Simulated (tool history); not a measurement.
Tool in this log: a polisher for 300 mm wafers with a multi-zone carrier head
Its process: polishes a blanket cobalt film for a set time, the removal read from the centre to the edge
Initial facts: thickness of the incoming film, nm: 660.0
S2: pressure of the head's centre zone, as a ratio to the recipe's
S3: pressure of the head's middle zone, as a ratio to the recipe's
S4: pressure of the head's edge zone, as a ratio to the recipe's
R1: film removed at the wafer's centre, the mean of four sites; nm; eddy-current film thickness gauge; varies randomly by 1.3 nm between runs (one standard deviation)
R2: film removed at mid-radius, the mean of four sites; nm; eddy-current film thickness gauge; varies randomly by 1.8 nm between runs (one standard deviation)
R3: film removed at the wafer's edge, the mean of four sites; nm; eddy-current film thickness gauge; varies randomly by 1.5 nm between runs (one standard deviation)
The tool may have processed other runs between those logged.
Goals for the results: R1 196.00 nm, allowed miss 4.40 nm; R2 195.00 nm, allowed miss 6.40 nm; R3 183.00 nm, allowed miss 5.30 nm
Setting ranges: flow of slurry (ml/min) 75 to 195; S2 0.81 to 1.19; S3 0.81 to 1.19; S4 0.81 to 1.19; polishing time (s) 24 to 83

run 1 day=0.000 | flow_of_slurry_(ml/min)=125 S2=1.00 S3=1.00 S4=1.00 polishing_time_(s)=53 | R1=137.07 R2=134.96 R3=132.75
run 2 day=0.300 | flow_of_slurry_(ml/min)=110 S2=1.00 S3=1.00 S4=1.00 polishing_time_(s)=53 | R1=132.44 R2=128.73 R3=131.31
run 3 day=0.538 | flow_of_slurry_(ml/min)=110 S2=1.07 S3=1.00 S4=1.00 polishing_time_(s)=53 | R1=141.53 R2=130.27 R3=131.92
run 4 day=0.654 | flow_of_slurry_(ml/min)=115 S2=1.08 S3=1.02 S4=1.02 polishing_time_(s)=54 | R1=148.69 R2=134.04 R3=134.20
run 5 day=0.754 | flow_of_slurry_(ml/min)=120 S2=1.07 S3=1.03 S4=1.03 polishing_time_(s)=56 | R1=153.03 R2=140.83 R3=141.59
run 6 day=0.896 | flow_of_slurry_(ml/min)=135 S2=1.07 S3=1.03 S4=1.03 polishing_time_(s)=56 | R1=155.84 R2=144.14 R3=142.08
-- day=1.042 worn pad replaced by a new one
run 7 day=1.042 | flow_of_slurry_(ml/min)=145 S2=1.11 S3=1.13 S4=1.13 polishing_time_(s)=68 | R1=211.85 R2=209.92 R3=192.73
run 8 day=1.300 | flow_of_slurry_(ml/min)=140 S2=1.11 S3=1.13 S4=1.13 polishing_time_(s)=68 | R1=211.57 R2=204.32 R3=194.23

Which one of the following 5 next-run settings gets every result inside its allowed miss? There is exactly one.
run A day=1.558 | flow_of_slurry_(ml/min)=140 S2=1.08 S3=1.08 S4=1.11 polishing_time_(s)=69 | R1=? R2=? R3=?
run B day=1.558 | flow_of_slurry_(ml/min)=170 S2=1.04 S3=1.19 S4=1.09 polishing_time_(s)=64 | R1=? R2=? R3=?
run C day=1.558 | flow_of_slurry_(ml/min)=135 S2=1.15 S3=1.12 S4=1.13 polishing_time_(s)=64 | R1=? R2=? R3=?
run D day=1.558 | flow_of_slurry_(ml/min)=130 S2=1.05 S3=1.19 S4=1.14 polishing_time_(s)=68 | R1=? R2=? R3=?
run E day=1.558 | flow_of_slurry_(ml/min)=105 S2=1.04 S3=1.08 S4=0.97 polishing_time_(s)=70 | R1=? R2=? R3=?

move=A R1=209.12 R2=199.27 R3=197.98
move=B R1=192.96 R2=205.34 R3=185.36
move=C R1=204.35 R2=189.43 R3=184.22
move=D R1=198.78 R2=210.65 R3=195.55
move=E R1=196.07 R2=194.47 R3=185.68
A: closer than the last run, but not yet in spec
B: gets the furthest-off result to its target, but another result is out of tolerance
C: closer than the last run, but not yet in spec
D: gets the furthest-off result to its target, but another result is out of tolerance
E: in spec on every target
The move that meets every target is E.
